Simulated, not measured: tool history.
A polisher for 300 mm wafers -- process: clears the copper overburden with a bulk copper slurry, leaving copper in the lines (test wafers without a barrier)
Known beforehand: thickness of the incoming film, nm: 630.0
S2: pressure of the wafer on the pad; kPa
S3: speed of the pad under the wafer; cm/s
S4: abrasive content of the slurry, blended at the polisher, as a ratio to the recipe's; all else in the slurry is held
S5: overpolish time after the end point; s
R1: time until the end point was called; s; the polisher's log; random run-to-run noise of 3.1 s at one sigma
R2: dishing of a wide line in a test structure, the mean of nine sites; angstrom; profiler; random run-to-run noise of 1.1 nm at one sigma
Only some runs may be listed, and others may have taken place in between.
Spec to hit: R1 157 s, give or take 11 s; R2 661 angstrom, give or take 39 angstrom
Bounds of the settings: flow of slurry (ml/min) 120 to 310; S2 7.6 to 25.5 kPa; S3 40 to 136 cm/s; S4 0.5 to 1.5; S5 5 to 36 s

{"run": 1, "hour": 0.0, "flow of slurry (ml/min)": 200, "S2": 16.5, "S3": 88, "S4": 1, "S5": 18, "R1": 78.78, "R2": 850.35}
{"run": 2, "hour": 1.8, "flow of slurry (ml/min)": 200, "S2": 16.5, "S3": 104, "S4": 1, "S5": 18, "R1": 67.34, "R2": 959.02}
{"run": 3, "hour": 7.0, "flow of slurry (ml/min)": 200, "S2": 16.5, "S3": 114, "S4": 1, "S5": 18, "R1": 61.447, "R2": 994.33}
{"run": 4, "hour": 15.9, "flow of slurry (ml/min)": 195, "S2": 13.8, "S3": 100, "S4": 0.95, "S5": 20, "R1": 87.403, "R2": 826.08}
{"run": 5, "hour": 22.0, "flow of slurry (ml/min)": 235, "S2": 13.8, "S3": 100, "S4": 0.95, "S5": 20, "R1": 82.78, "R2": 871.4}
{"run": 6, "hour": 26.9, "flow of slurry (ml/min)": 270, "S2": 13.8, "S3": 100, "S4": 0.95, "S5": 20, "R1": 81.349, "R2": 866.67}
{"run": 7, "hour": 30.1, "flow of slurry (ml/min)": 270, "S2": 13.8, "S3": 100, "S4": 0.95, "S5": 20, "R1": 81.096, "R2": 849.96}
{"run": 8, "hour": 34.2, "flow of slurry (ml/min)": 265, "S2": 11.7, "S3": 92, "S4": 0.95, "S5": 22, "R1": 102.76, "R2": 768.35}
{"run": 9, "hour": 40.7, "flow of slurry (ml/min)": 260, "S2": 7.6, "S3": 78, "S4": 0.95, "S5": 27, "R1": 180.1, "R2": 568.08}
{"run": 10, "hour": 41.5, "flow of slurry (ml/min)": 260, "S2": 8.3, "S3": 78, "S4": 0.95, "S5": 27, "R1": 172.9, "R2": 621.17}
{"run": 11, "hour": 49.1, "flow of slurry (ml/min)": 260, "S2": 8.3, "S3": 78, "S4": 0.95, "S5": 27, "R1": 173.32, "R2": 603.72}

Of the 5 settings listed for the next run, only one would bring every result within its allowed miss of target. Which one?
{"run": "A", "hour": 56.7, "flow of slurry (ml/min)": 265, "S2": 7.6, "S3": 74, "S4": 0.8, "S5": 30, "R1": "?", "R2": "?"}
{"run": "B", "hour": 56.7, "flow of slurry (ml/min)": 270, "S2": 7.6, "S3": 66, "S4": 0.85, "S5": 32, "R1": "?", "R2": "?"}
{"run": "C", "hour": 56.7, "flow of slurry (ml/min)": 245, "S2": 8.3, "S3": 70, "S4": 1.05, "S5": 35, "R1": "?", "R2": "?"}
{"run": "D", "hour": 56.7, "flow of slurry (ml/min)": 235, "S2": 8.3, "S3": 86, "S4": 0.85, "S5": 29, "R1": "?", "R2": "?"}
{"run": "E", "hour": 56.7, "flow of slurry (ml/min)": 285, "S2": 8.3, "S3": 78, "S4": 1.15, "S5": 26, "R1": "?", "R2": "?"}

move=A R1=194.17 R2=561.86
move=B R1=214.6 R2=548.4
move=C R1=183.33 R2=654.44
move=D R1=155.6 R2=644.59
move=E R1=160.31 R2=588.45
A: its largest miss is bigger than the last run's
B: its largest miss is bigger than the last run's
C: its largest miss is bigger than the last run's
D: hits every target within its allowed miss
E: puts the biggest miss on target and leaves a different result outside tolerance
D meets every target.
